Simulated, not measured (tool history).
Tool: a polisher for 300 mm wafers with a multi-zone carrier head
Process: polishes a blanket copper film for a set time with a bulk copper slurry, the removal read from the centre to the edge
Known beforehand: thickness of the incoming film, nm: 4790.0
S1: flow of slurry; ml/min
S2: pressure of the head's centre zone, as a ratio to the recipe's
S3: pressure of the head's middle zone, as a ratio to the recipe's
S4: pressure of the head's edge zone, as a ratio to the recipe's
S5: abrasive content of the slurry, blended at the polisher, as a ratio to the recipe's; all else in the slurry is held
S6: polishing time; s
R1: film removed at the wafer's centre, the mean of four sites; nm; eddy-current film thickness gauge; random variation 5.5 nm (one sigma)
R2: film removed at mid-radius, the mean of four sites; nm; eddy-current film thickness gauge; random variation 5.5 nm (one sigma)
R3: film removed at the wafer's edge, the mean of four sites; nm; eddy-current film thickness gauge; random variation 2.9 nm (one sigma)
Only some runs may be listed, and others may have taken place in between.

run	hour	S1	S2	S3	S4	S5	S6	R1	R2	R3
1	0	215	1	1	1	1	48	537.21	523.33	533.44
2	6.8	215	0.93	1	1	1	48	489.63	522	532.33
3	10.9	210	0.94	1	0.97	0.9	48	496.19	512.7	510.54
4	11.9	205	0.94	1	0.94	0.85	48	467.17	505.01	494.16
5	14.9	205	0.94	1	0.94	0.85	42	422.29	439.66	424.94
6	16.1	205	0.94	0.96	0.94	0.85	42	414.53	424.8	431.26
7	20.6	210	0.95	0.97	0.93	0.85	42	422.53	431.81	428.23
8	26.9	215	0.96	0.98	0.92	0.85	42	424.07	439.9	427.96
9	34.8	220	0.98	0.99	0.92	0.85	42	437.67	448.2	429.9
10	36.3	220	0.99	0.99	0.91	0.85	42	440.96	436.39	425.3

The next listed run, before its measurement:
11	40.6	225	1	1	0.91	0.85	42	?	?	?

Run 11 yielded R1 446.9 nm, R2 453.31 nm, R3 429.6 nm.

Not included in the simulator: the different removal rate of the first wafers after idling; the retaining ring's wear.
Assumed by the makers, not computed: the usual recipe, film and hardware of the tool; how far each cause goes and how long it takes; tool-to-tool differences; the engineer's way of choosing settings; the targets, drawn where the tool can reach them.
